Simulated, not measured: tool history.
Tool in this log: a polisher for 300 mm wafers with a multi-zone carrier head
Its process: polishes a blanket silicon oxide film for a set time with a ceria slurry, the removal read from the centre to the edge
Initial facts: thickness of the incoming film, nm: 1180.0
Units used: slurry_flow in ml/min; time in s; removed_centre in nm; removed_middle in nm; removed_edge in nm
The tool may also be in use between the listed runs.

run	hour	slurry_flow	centre_zone	middle_zone	edge_zone	time	removed_centre	removed_middle	removed_edge
1	0.0	130	1.00	1.00	1.00	59	305.72	312.23	307.34
2	7.0	130	1.00	1.08	1.00	59	310.88	332.68	312.83
3	10.6	130	1.00	1.08	1.05	59	303.09	330.52	319.88
4	15.8	130	1.00	1.08	1.09	59	303.59	331.77	318.94
5	21.4	130	1.00	1.08	1.03	59	308.89	333.15	313.08
6	22.7	130	0.93	1.08	1.03	59	285.17	329.89	310.14

Run 7 comes next. What will it give?
7	26.8	125	0.92	1.07	1.01	57	?	?	?

{"run 7": {"removed_centre": 270.28, "removed_middle": 317.35, "removed_edge": 299.88}}
